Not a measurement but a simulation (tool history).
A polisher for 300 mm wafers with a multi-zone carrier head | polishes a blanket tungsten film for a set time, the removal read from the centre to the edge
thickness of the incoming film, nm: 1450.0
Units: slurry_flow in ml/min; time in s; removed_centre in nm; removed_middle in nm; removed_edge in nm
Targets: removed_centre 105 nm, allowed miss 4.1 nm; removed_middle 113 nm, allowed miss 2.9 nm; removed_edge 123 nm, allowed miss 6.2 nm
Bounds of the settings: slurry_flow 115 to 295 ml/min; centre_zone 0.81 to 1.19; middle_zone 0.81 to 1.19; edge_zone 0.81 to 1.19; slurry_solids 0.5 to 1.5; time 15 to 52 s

run	hour	slurry_flow	centre_zone	middle_zone	edge_zone	slurry_solids	time	removed_centre	removed_middle	removed_edge
1	0	190	1	1	1	1	33	154.01	153.99	154.35
2	1.4	190	1	1	1	1	28	131.32	133.52	135.33
3	4.1	185	0.98	0.98	0.99	0.95	28	125.15	128.74	132.19
4	9.3	185	0.98	1.05	0.99	0.95	28	123.02	136	126.69
5	10.9	185	0.98	1.05	0.99	1.05	28	129.66	138.17	138.58
6	17	180	0.97	1.02	0.99	1	28	124.2	132.47	132.89
7	22.9	175	0.96	1.01	0.99	1	28	124.33	131.75	132.44
8	29.9	170	0.94	0.99	0.99	1	28	117.02	129.2	130.62
9	30.8	170	0.94	0.99	0.99	1	28	121.26	129.95	130.33
10	37.3	165	0.92	0.97	1	1	28	116.39	125.69	127.08

5 next moves are on the table. One of them brings every result within its allowed miss. Which?
A	43.8	175	0.85	0.91	1.04	1.5	25	?	?	?
B	43.8	195	0.9	0.9	1.03	1.1	25	?	?	?
C	43.8	170	0.93	1.04	0.94	0.8	31	?	?	?
D	43.8	155	0.94	0.9	0.87	1.15	31	?	?	?
E	43.8	165	1	0.92	1.06	1.15	27	?	?	?

move	removed_centre	removed_middle	removed_edge
A	105.16	119.7	133.11
B	105.8	112.56	124.99
C	122.96	140.31	135.86
D	131.96	135.06	140.95
E	124.13	120.9	135.12
A: nearer than the last run, and not there yet
B: meets every target
C: further off than the last run
D: further off than the last run
E: further off than the last run
The right move is B.

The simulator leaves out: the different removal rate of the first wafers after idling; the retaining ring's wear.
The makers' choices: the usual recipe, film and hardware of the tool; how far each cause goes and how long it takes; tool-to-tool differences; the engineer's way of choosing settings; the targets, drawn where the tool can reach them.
